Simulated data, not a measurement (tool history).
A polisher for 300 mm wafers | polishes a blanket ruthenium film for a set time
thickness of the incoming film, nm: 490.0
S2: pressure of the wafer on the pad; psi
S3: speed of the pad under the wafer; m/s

{"run": 1, "hour": 0.0, "flow of slurry (ml/min)": 275, "S2": 2.1, "S3": 0.96, "polishing time (s)": 47, "film removed (Å)": 485.03}
{"run": 2, "hour": 7.4, "flow of slurry (ml/min)": 275, "S2": 2.1, "S3": 0.96, "polishing time (s)": 49, "film removed (Å)": 501.17}
{"run": 3, "hour": 16.2, "flow of slurry (ml/min)": 275, "S2": 2.3, "S3": 0.96, "polishing time (s)": 49, "film removed (Å)": 553.98}
{"run": 4, "hour": 24.6, "flow of slurry (ml/min)": 275, "S2": 2.5, "S3": 0.96, "polishing time (s)": 49, "film removed (Å)": 591.74}
{"hour": 32.9, "done": "worn pad replaced by a new one"}
{"run": 5, "hour": 32.9, "flow of slurry (ml/min)": 275, "S2": 2.5, "S3": 0.84, "polishing time (s)": 49, "film removed (Å)": 569.9}
{"run": 6, "hour": 41.3, "flow of slurry (ml/min)": 280, "S2": 2.6, "S3": 0.88, "polishing time (s)": 49, "film removed (Å)": 629.09}
{"run": 7, "hour": 48.6, "flow of slurry (ml/min)": 280, "S2": 2.6, "S3": 0.88, "polishing time (s)": 49, "film removed (Å)": 611.5}
{"run": 8, "hour": 52.7, "flow of slurry (ml/min)": 290, "S2": 2.7, "S3": 0.88, "polishing time (s)": 49, "film removed (Å)": 642.97}
{"run": 9, "hour": 60.3, "flow of slurry (ml/min)": 290, "S2": 2.8, "S3": 0.9, "polishing time (s)": 49, "film removed (Å)": 679.97}
{"run": 10, "hour": 63.1, "flow of slurry (ml/min)": 290, "S2": 2.9, "S3": 0.92, "polishing time (s)": 49, "film removed (Å)": 705.81}
{"run": 11, "hour": 69.5, "flow of slurry (ml/min)": 295, "S2": 3, "S3": 0.94, "polishing time (s)": 49, "film removed (Å)": 752}

Run 12 comes next. What will it give?
{"run": 12, "hour": 71.8, "flow of slurry (ml/min)": 295, "S2": 3, "S3": 0.96, "polishing time (s)": 49, "film removed (Å)": "?"}

film removed (Å): 765.48
